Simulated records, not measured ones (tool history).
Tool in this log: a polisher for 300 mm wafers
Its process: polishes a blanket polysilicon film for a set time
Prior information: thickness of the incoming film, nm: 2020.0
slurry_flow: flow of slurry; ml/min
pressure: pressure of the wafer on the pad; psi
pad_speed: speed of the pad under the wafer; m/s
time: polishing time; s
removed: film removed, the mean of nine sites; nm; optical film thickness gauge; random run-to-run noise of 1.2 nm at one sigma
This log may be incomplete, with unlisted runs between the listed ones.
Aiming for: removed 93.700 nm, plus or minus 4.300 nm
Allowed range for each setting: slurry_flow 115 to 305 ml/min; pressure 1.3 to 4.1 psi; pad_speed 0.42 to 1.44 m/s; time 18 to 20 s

run    day  slurry_flow  pressure  pad_speed  time  removed
  1  0.000          195       2.7       0.92    20  144.240
  2  0.200          195       2.5       0.92    20  135.970
  3  0.367          195       2.5       1.10    20  161.540
  4  0.500          240       2.5       1.10    20  166.550
  5  0.704          240       2.7       1.10    20  174.650
  6  1.042          240       3.3       1.10    20  197.580
  7  1.196          235       2.6       0.84    19  124.310
  8  1.558          235       2.4       0.84    19  118.890

Which one of the following 4 next-run settings gets every result inside its allowed miss? There is exactly one.
  A  1.921          250       2.0       0.68    18        ?
  B  1.921          155       1.8       0.72    18        ?
  C  1.921          225       2.8       0.60    19        ?
  D  1.921          255       2.5       0.58    19        ?

move  removed
   A   83.758
   B   77.810
   C   94.886
   D   86.801
A: carries the result that was furthest off beyond its target, to the other side
B: carries the result that was furthest off beyond its target, to the other side
C: all results in spec
D: carries the result that was furthest off beyond its target, to the other side
C meets every target.
